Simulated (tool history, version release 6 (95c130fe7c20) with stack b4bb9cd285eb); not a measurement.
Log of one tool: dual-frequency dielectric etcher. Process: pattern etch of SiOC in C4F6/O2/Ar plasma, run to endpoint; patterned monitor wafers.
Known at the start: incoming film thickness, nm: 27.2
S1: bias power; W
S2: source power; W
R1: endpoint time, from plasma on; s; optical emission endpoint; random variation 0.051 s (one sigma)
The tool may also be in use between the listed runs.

run 1 hour=0 | S1=378 S2=380 | R1=10.631
run 2 hour=4.3 | S1=421 S2=380 | R1=10.415
run 3 hour=7.2 | S1=467 S2=380 | R1=10.172
run 4 hour=11.6 | S1=411 S2=330 | R1=11.076
run 5 hour=15.4 | S1=369 S2=310 | R1=11.603
run 6 hour=19.2 | S1=369 S2=380 | R1=10.736
run 7 hour=22 | S1=333 S2=350 | R1=11.294

What does the tool deliver on the next run?
run 8 hour=22.6 | S1=307 S2=330 | R1=?

{"run 8": {"R1": 11.664}}
